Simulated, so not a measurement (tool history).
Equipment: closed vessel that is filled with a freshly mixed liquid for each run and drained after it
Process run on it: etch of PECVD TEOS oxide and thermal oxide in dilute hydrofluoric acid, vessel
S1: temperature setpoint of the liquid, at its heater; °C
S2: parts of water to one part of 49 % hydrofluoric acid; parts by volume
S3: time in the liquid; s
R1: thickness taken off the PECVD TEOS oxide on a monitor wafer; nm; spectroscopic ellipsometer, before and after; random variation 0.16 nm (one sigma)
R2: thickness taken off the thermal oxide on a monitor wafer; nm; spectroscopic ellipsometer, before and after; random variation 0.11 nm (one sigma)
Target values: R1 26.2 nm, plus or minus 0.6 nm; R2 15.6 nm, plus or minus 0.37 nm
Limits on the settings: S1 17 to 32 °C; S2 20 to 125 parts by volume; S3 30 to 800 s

run,hour,S1,S2,S3,R1,R2
1,0,24,70,410,52.155,30.921
2,8.2,22.5,75,410,45.382,27.157
3,9.4,21.5,80,410,40.136,23.921
4,10.4,21.5,80,250,24.401,14.728
5,11.2,22,80,250,25.029,14.843
6,17.1,25,80,250,28.299,16.945
7,18.1,24.5,80,250,28.096,16.434
8,19.9,24,80,250,27.239,16.261

Exercise: of the 4 proposed moves below, exactly one satisfies all targets within the stated allowed misses. Which move is it?
A,21.7,22,95,315,?,?
B,21.7,23,80,275,?,?
C,21.7,27.5,85,250,?,?
D,21.7,27,110,325,?,?

move,R1,R2
A,26.478,15.513
B,29.107,17.054
C,29.583,17.333
D,28.196,16.52
A: all results land within tolerance of their targets
B: misses by more than the last run did
C: misses by more than the last run did
D: misses by more than the last run did
Correct choice: A, which meets every target
